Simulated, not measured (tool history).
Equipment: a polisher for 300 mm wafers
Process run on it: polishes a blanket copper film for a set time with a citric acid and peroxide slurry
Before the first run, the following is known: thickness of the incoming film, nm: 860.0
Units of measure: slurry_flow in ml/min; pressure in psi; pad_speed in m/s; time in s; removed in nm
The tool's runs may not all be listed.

run  hour  slurry_flow  pressure  pad_speed  slurry_solids  time  removed
  1     0          260       3.8       0.88              1    44   113.96
  2   4.4          260       4.2       0.88              1    44   121.26
  3    12          260       4.2       0.88              1    46    126.7
  4  20.8          260       4.2       0.88              1    44   120.38
  5  26.4          260       4.2       0.88              1    46   126.64
  6  33.5          260       4.2       0.88           1.15    46   128.27
  7  41.9          260         4       0.88           1.15    46   124.53
  8  47.1          260       3.8       0.88           1.15    46   121.73
  9  50.7          260       3.6       0.88           1.15    46   115.59
 10  52.1          260       3.6       0.88           1.15    46   115.43
 11  53.9          260       3.5       0.88           1.15    46   113.55
 12  59.2          260       3.4       0.88           1.15    46    110.9

Predict the results of run 13:
 13    68          260       3.3       0.88           1.15    46        ?

removed: 108.71 nm
